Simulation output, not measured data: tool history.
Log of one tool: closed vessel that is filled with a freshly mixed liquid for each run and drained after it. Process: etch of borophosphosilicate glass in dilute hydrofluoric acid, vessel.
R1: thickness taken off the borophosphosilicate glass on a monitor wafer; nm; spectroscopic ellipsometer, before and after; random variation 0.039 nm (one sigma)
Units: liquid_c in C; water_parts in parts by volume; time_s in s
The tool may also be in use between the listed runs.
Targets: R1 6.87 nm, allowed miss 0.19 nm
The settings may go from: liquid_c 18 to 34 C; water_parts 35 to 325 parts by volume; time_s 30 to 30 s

run 1 hour=0 | liquid_c=26 water_parts=180 time_s=30 | R1=4.4326
run 2 hour=8.7 | liquid_c=27.5 water_parts=175 time_s=30 | R1=4.8186
run 3 hour=16.7 | liquid_c=25.5 water_parts=175 time_s=30 | R1=4.4798
run 4 hour=18.2 | liquid_c=25.5 water_parts=175 time_s=30 | R1=4.4979
run 5 hour=23 | liquid_c=27 water_parts=170 time_s=30 | R1=4.9768
run 6 hour=27.3 | liquid_c=28.5 water_parts=170 time_s=30 | R1=5.2663
run 7 hour=29.3 | liquid_c=29.5 water_parts=170 time_s=30 | R1=5.4074
run 8 hour=32.5 | liquid_c=30.5 water_parts=165 time_s=30 | R1=5.7857
run 9 hour=40 | liquid_c=31 water_parts=165 time_s=30 | R1=5.9186
run 10 hour=43 | liquid_c=31.5 water_parts=165 time_s=30 | R1=6.0216

Which of these 4 next moves meets every target?
run A hour=46 | liquid_c=32.5 water_parts=160 time_s=30 | R1=?
run B hour=46 | liquid_c=33 water_parts=145 time_s=30 | R1=?
run C hour=46 | liquid_c=31.5 water_parts=175 time_s=30 | R1=?
run D hour=46 | liquid_c=29.5 water_parts=140 time_s=30 | R1=?

move=A R1=6.3868
move=B R1=7.3222
move=C R1=5.5283
move=D R1=6.7385
A: nearer than the last run, and not there yet
B: takes the result that was furthest off past its target
C: further off than the last run
D: meets every target
Move D is the one to make.
